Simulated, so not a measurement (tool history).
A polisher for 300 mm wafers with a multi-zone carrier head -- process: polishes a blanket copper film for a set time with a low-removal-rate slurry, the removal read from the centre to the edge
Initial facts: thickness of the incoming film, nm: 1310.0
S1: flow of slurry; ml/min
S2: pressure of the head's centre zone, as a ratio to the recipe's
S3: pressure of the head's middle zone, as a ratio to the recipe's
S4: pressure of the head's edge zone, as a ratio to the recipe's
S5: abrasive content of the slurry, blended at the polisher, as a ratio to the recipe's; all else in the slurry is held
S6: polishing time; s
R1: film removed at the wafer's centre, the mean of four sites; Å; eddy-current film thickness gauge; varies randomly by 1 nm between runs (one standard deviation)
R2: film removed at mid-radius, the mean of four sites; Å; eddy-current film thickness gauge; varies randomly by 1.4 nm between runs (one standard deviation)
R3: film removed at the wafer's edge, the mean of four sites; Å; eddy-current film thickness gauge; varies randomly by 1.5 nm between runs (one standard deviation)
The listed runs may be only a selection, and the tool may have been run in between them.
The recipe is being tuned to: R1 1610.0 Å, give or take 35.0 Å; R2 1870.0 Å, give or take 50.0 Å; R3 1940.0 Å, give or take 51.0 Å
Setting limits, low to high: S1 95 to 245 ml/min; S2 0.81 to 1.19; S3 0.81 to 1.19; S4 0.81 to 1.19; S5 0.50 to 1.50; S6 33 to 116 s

run  hour   S1    S2    S3    S4    S5  S6      R1      R2      R3
  1   0.0  155  1.00  1.00  1.00  1.00  74  3308.3  3370.2  3370.0
  2   6.5  150  0.98  0.99  0.99  0.95  71  3039.5  3086.6  3152.9
  3   7.7  145  0.96  0.99  0.98  0.90  68  2792.7  2875.9  2967.5
  4  12.6  140  0.94  0.99  0.96  0.85  66  2600.8  2749.2  2763.5
  5  18.9  140  0.88  0.99  0.96  0.85  66  2397.1  2722.3  2789.3
  6  27.1  135  0.87  0.99  0.95  0.80  64  2248.6  2591.3  2586.0
  7  35.7  130  0.86  0.98  0.95  0.75  63  2108.5  2427.6  2491.7
  8  39.1  125  0.85  0.97  0.94  0.70  62  1978.5  2300.6  2356.1
     42.5  -- worn pad replaced by a new one
  9  42.5  120  0.84  0.96  0.93  0.65  62  2062.6  2417.5  2492.9

Exercise: of the 5 proposed moves below, exactly one satisfies all targets within the stated allowed misses. Which move is it?
  A  45.9  145  0.95  0.88  0.93  0.65  46   ?   ?   ?
  B  45.9  120  0.83  1.11  0.87  0.65  46   ?   ?   ?
  C  45.9   95  0.88  1.00  0.96  0.65  50   ?   ?   ?
  D  45.9  110  0.88  1.06  0.85  0.75  45   ?   ?   ?
  E  45.9  125  0.83  0.98  0.91  0.70  47   ?   ?   ?

move      R1      R2      R3
   A  1803.3  1773.8  1911.5
   B  1495.1  2019.0  1791.8
   C  1581.9  1881.4  1938.6
   D  1591.3  1962.6  1802.2
   E  1590.6  1951.6  1939.5
A: an improvement on the last run, though not all results are within tolerance
B: takes the biggest miss from the last run beyond its target
C: in spec on every target
D: the worst result of the last run now meets its target, but another is out of spec
E: the worst result of the last run now meets its target, but another is out of spec
Move C is the one to make.

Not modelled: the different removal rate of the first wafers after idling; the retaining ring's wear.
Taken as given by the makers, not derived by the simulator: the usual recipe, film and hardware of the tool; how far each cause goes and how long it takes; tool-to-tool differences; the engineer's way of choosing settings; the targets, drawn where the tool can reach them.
